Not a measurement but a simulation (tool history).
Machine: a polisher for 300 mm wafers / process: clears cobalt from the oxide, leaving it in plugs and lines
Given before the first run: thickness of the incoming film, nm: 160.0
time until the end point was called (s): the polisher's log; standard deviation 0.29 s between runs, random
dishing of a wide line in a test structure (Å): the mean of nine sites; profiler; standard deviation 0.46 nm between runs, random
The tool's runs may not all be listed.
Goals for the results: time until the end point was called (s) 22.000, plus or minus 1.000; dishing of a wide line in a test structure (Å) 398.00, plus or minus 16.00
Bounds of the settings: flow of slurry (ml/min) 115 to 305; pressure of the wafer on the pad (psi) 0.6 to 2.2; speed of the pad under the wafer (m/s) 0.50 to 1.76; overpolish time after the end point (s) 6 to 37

| run | hour | flow of slurry (ml/min) | pressure of the wafer on the pad (psi) | speed of the pad under the wafer (m/s) | overpolish time after the end point (s) | time until the end point was called (s) | dishing of a wide line in a test structure (Å) |
|---|---|---|---|---|---|---|---|
| 1 | 0.0 | 195 | 1.4 | 1.12 | 19 | 37.424 | 313.79 |
| 2 | 5.6 | 195 | 1.6 | 1.12 | 19 | 32.361 | 336.89 |
| 3 | 11.7 | 195 | 1.7 | 1.12 | 19 | 30.180 | 350.30 |
| 4 | 20.5 | 195 | 1.8 | 1.12 | 19 | 28.660 | 351.28 |
| 5 | 24.3 | 195 | 1.8 | 1.12 | 11 | 29.254 | 276.26 |
| 6 | 32.9 | 230 | 1.8 | 1.12 | 11 | 28.184 | 282.06 |
| 7 | 35.5 | 225 | 1.9 | 1.12 | 13 | 26.602 | 307.48 |
| 8 | 36.3 | 225 | 2.0 | 1.12 | 15 | 25.956 | 341.93 |
| 9 | 37.1 | 225 | 2.1 | 1.14 | 15 | 24.687 | 342.06 |
| 10 | 43.5 | 225 | 2.1 | 1.16 | 16 | 24.092 | 363.01 |
| 11 | 51.3 | 225 | 2.1 | 1.18 | 16 | 22.957 | 358.75 |
| 12 | 59.4 | 225 | 2.2 | 1.18 | 20 | 21.942 | 380.36 |

Exactly one of the 4 candidate moves below puts every result within its allowed miss. Which one?
| A | 67.5 | 215 | 2.0 | 1.34 | 17 | ? | ? |
| B | 67.5 | 200 | 2.2 | 1.20 | 25 | ? | ? |
| C | 67.5 | 225 | 2.2 | 1.22 | 13 | ? | ? |
| D | 67.5 | 225 | 2.1 | 1.24 | 16 | ? | ? |

| move | time until the end point was called (s) | dishing of a wide line in a test structure (Å) |
|---|---|---|
| A | 22.137 | 369.85 |
| B | 22.284 | 397.67 |
| C | 21.640 | 342.45 |
| D | 22.353 | 362.76 |
A: moves away from the targets compared with the last run
B: all results in spec
C: moves away from the targets compared with the last run
D: moves away from the targets compared with the last run
B meets every target.
